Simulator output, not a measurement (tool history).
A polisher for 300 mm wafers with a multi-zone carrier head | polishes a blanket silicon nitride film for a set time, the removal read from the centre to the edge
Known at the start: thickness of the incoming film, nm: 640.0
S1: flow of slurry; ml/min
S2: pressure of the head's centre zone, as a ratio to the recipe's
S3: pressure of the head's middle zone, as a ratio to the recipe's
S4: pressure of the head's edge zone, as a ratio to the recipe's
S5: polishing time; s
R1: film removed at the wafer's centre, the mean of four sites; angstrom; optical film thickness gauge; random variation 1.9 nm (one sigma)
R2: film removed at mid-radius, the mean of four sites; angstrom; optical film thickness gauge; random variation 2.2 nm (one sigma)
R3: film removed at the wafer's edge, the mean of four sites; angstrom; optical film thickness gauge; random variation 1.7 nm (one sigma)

run,hour,S1,S2,S3,S4,S5,R1,R2,R3
1,0.0,160,1.00,1.00,1.00,79,1218.8,1180.6,1217.2
2,0.6,175,1.02,1.05,1.02,83,1297.1,1326.0,1323.5
3,5.8,185,1.06,1.09,1.02,86,1403.7,1437.6,1337.7
4,7.2,185,1.06,1.06,1.02,86,1418.1,1382.7,1360.5
5,9.8,195,1.07,1.09,1.03,89,1506.4,1476.2,1417.2
6,15.3,195,1.07,1.13,1.03,89,1478.9,1535.1,1405.8
7,23.4,200,1.07,1.15,1.04,91,1522.3,1586.8,1446.0
8,25.4,205,1.07,1.16,1.04,93,1580.1,1697.7,1486.8
9,33.8,205,1.07,1.16,1.04,93,1564.4,1657.5,1494.4

The next listed run, before its measurement:
10,40.7,210,1.07,1.17,1.04,94,?,?,?

For run 10 the tool returned R1 1609.4 angstrom, R2 1671.1 angstrom, R3 1510.4 angstrom.
